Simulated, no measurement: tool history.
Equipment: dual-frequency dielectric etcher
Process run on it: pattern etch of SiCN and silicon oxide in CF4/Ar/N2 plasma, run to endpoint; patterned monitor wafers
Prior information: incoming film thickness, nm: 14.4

run  hour  source power (kW)  bias power (kW)  Ar flow (sccm)  CF4 flow (sccm)  endpoint time (s)
  1   0.0              0.530            0.059             138               81             16.565
  2   1.2              0.490            0.059             138               81             17.315
  3   7.9              0.520            0.059             138               81             16.753
  4  14.4              0.490            0.059             138               81             17.322
  5  18.9              0.490            0.059             119               81             16.916
  6  26.9              0.490            0.059             119               92             16.456
  7  29.2              0.460            0.058             119               92             17.107
  8  36.4              0.430            0.057             120               92             17.859
  9  41.2              0.410            0.056             121               92             18.287
 10  46.2              0.390            0.055             122               92             18.869
 11  53.1              0.380            0.054             123               92             19.297

The next listed run, before its measurement:
 12  54.1              0.370            0.054             123               92                  ?

{"run 12": {"endpoint time (s)": 19.522}}
